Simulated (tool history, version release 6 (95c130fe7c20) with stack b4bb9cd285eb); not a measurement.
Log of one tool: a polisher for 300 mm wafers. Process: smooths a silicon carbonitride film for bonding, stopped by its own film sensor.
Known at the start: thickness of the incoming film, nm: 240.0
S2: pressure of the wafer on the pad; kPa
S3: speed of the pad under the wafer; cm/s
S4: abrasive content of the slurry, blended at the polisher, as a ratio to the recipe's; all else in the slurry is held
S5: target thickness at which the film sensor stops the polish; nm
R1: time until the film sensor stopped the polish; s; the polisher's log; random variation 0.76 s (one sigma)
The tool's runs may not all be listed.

run 1 hour=0 | flow_of_slurry_(ml/min)=160 S2=17.9 S3=112 S4=1 S5=206 | R1=95.949
run 2 hour=2.1 | flow_of_slurry_(ml/min)=160 S2=17.9 S3=112 S4=1 S5=206 | R1=100.39
run 3 hour=6.2 | flow_of_slurry_(ml/min)=160 S2=17.9 S3=112 S4=1 S5=204 | R1=101.39
run 4 hour=13.1 | flow_of_slurry_(ml/min)=160 S2=20 S3=112 S4=1 S5=204 | R1=92.315
run 5 hour=21.9 | flow_of_slurry_(ml/min)=160 S2=20 S3=112 S4=1 S5=204 | R1=93.99
run 6 hour=24.2 | flow_of_slurry_(ml/min)=160 S2=22.1 S3=114 S4=1 S5=204 | R1=82.903
run 7 hour=31.7 | flow_of_slurry_(ml/min)=160 S2=23.4 S3=114 S4=1 S5=204 | R1=78.178
run 8 hour=39.1 | flow_of_slurry_(ml/min)=160 S2=24.1 S3=114 S4=1 S5=204 | R1=76.259
run 9 hour=46.9 | flow_of_slurry_(ml/min)=160 S2=24.8 S3=114 S4=1 S5=204 | R1=73.191
run 10 hour=55.1 | flow_of_slurry_(ml/min)=160 S2=25.5 S3=114 S4=1 S5=204 | R1=72.118

Forecast run 11:
run 11 hour=60.8 | flow_of_slurry_(ml/min)=160 S2=26.2 S3=114 S4=1 S5=204 | R1=?

Run 11 gave R1 69.712 s.

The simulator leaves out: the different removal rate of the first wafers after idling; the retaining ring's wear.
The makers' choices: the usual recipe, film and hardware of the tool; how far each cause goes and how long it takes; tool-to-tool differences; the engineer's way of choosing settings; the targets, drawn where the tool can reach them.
